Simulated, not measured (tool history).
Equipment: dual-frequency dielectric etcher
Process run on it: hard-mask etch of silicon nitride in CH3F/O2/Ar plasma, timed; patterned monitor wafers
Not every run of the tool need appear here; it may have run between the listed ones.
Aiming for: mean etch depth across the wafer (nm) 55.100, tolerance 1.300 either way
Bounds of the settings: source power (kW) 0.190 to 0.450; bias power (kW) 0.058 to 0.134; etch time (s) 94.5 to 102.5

run	hour	source power (kW)	bias power (kW)	etch time (s)	mean etch depth across the wafer (nm)
1	0.0	0.320	0.096	102.5	68.309
2	2.9	0.320	0.096	94.5	63.605
3	10.6	0.300	0.095	94.5	62.224
4	13.3	0.300	0.095	94.5	62.201
5	17.7	0.300	0.101	94.5	62.890
6	18.7	0.360	0.101	94.5	66.893
7	24.8	0.340	0.097	94.5	64.886
8	25.5	0.280	0.079	94.5	57.746
9	33.6	0.270	0.078	94.5	56.579

4 candidate next runs follow, results not yet known. Just one meets every target within its allowed miss. Identify it.
A	41.7	0.280	0.079	96.5	?
B	41.7	0.240	0.075	97.0	?
C	41.7	0.280	0.086	94.5	?
D	41.7	0.270	0.080	98.5	?

move	mean etch depth across the wafer (nm)
A	59.029
B	55.555
C	59.149
D	59.713
A: its largest miss is bigger than the last run's
B: every result lands within tolerance
C: its largest miss is bigger than the last run's
D: its largest miss is bigger than the last run's
B is the move that brings every result within its allowed miss.
